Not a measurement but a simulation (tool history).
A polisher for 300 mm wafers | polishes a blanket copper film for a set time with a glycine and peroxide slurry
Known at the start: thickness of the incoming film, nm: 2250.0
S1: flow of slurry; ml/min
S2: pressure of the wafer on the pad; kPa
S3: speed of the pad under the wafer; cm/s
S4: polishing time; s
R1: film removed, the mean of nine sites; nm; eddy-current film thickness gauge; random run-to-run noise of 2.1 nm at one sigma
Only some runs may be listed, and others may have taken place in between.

| run | hour | S1 | S2 | S3 | S4 | R1 |
|---|---|---|---|---|---|---|
| 1 | 0 | 215 | 21.4 | 92 | 94 | 470.76 |
| 2 | 8.6 | 215 | 21.4 | 78 | 94 | 406.36 |
| 3 | 16.2 | 215 | 21.4 | 58 | 94 | 324.08 |
| 4 | 24.9 | 210 | 20 | 58 | 94 | 310.26 |
| 5 | 27.7 | 210 | 19.3 | 58 | 94 | 304.07 |
| 6 | 29.5 | 210 | 18.6 | 58 | 94 | 301.04 |
| 7 | 35.5 | 210 | 17.9 | 58 | 94 | 296.82 |
| 8 | 41.7 | 205 | 17.2 | 58 | 94 | 290.01 |

Predict the results of run 9:
| 9 | 48.4 | 205 | 16.5 | 58 | 94 | ? |

R1: 285.95 nm

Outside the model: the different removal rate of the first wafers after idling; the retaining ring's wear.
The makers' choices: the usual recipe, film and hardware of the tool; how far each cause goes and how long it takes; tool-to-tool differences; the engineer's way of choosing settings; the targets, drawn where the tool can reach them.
